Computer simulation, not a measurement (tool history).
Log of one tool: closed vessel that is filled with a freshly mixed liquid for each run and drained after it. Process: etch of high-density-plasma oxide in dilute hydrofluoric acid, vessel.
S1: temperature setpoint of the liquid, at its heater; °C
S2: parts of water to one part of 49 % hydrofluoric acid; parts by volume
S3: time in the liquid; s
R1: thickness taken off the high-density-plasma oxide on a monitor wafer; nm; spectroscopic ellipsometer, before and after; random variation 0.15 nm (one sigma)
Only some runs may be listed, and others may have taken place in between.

| run | hour | S1 | S2 | S3 | R1 |
|---|---|---|---|---|---|
| 1 | 0.0 | 22.0 | 75 | 720 | 51.218 |
| 2 | 5.7 | 22.0 | 90 | 720 | 41.609 |
| 3 | 6.8 | 22.0 | 115 | 720 | 31.770 |
| 4 | 10.6 | 22.5 | 115 | 720 | 32.526 |
| 5 | 12.2 | 23.0 | 115 | 720 | 33.085 |
| 6 | 20.5 | 23.0 | 130 | 720 | 28.815 |
| 7 | 27.0 | 23.5 | 130 | 720 | 29.373 |
| 8 | 34.3 | 24.0 | 130 | 720 | 29.843 |
| 9 | 40.2 | 24.5 | 130 | 720 | 30.343 |

Estimate the outcome of run 10 from the log above:
| 10 | 44.2 | 28.5 | 130 | 720 | ? |

Logged for run 10: R1 35.231 nm.

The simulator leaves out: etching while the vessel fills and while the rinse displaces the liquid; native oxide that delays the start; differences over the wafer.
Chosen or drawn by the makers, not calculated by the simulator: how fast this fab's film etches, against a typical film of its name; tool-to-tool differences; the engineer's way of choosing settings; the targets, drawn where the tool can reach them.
